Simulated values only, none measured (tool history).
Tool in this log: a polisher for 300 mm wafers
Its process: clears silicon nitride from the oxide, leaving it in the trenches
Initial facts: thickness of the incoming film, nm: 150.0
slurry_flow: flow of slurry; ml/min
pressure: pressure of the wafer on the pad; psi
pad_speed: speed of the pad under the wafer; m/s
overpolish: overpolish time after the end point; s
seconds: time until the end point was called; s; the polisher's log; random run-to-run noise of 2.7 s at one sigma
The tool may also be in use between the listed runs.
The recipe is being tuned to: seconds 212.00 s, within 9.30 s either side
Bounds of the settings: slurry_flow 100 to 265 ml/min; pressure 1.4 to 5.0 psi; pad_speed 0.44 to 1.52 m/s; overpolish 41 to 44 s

run	day	slurry_flow	pressure	pad_speed	overpolish	seconds
1	0.000	170	3.2	0.98	41	150.55
2	0.108	170	3.1	0.98	41	151.69
3	0.188	190	3.1	0.98	41	150.14
4	0.521	190	3.0	0.98	41	152.17
5	0.808	185	2.9	0.98	41	156.05
6	0.867	185	2.8	0.98	41	157.35
7	1.229	185	2.7	0.98	41	160.97
8	1.271	185	2.6	0.98	41	168.10
9	1.579	185	2.5	0.98	41	172.50
10	1.704	185	2.5	0.98	41	172.49

Consider the 5 candidate settings below. Which is the only one whose results all fall within their allowed miss of target?
A	1.829	125	2.6	0.70	44	?
B	1.829	180	2.4	0.80	42	?
C	1.829	235	1.7	1.20	41	?
D	1.829	200	1.9	0.84	44	?
E	1.829	190	3.0	1.14	41	?

move	seconds
A	236.59
B	211.29
C	186.01
D	233.60
E	136.85
A: takes the biggest miss from the last run beyond its target
B: all results land within tolerance of their targets
C: nearer the targets than the last run, but a result is still out of spec
D: takes the biggest miss from the last run beyond its target
E: lands further from the targets than the last run did
Answer: B
